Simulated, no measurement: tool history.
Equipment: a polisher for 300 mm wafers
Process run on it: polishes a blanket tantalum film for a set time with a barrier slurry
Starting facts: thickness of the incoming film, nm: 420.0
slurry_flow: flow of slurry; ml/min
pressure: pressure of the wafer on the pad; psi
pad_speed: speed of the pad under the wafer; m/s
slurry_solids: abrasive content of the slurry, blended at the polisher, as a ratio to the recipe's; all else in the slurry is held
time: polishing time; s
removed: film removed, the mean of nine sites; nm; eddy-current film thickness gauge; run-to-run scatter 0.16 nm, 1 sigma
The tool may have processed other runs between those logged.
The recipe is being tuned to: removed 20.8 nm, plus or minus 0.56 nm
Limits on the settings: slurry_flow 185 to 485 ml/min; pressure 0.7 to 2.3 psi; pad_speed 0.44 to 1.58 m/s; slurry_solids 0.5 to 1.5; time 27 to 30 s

run,day,slurry_flow,pressure,pad_speed,slurry_solids,time,removed
1,0,310,1.5,1,1,30,28.134
2,0.354,310,1.4,1,1,30,25.876
3,0.392,310,1.3,1,1,30,24.431
4,0.567,310,1.3,1,1,30,24.364
# day 0.796: slurry blender recalibrated
5,0.796,310,1.2,1,1,30,25.289
6,0.904,310,1.1,1,1,30,23.475
7,1.221,310,1,1,1,30,21.259
8,1.571,305,1,1,1,30,21.528
9,1.925,305,0.9,1,1,30,19.545
10,2.267,315,0.9,1,1,30,19.317

Exactly one of the 4 candidate moves below puts every result within its allowed miss. Which one?
A,2.608,200,0.8,1.3,0.8,29,?
B,2.608,230,0.8,1.26,1,30,?
C,2.608,320,1.1,0.72,0.9,30,?
D,2.608,285,0.8,0.88,1.5,30,?

move,removed
A,18.869
B,20.683
C,16.894
D,16.881
A: moves away from the targets compared with the last run
B: every result lands within tolerance
C: moves away from the targets compared with the last run
D: moves away from the targets compared with the last run
So the answer is move B, the one that meets all the targets.

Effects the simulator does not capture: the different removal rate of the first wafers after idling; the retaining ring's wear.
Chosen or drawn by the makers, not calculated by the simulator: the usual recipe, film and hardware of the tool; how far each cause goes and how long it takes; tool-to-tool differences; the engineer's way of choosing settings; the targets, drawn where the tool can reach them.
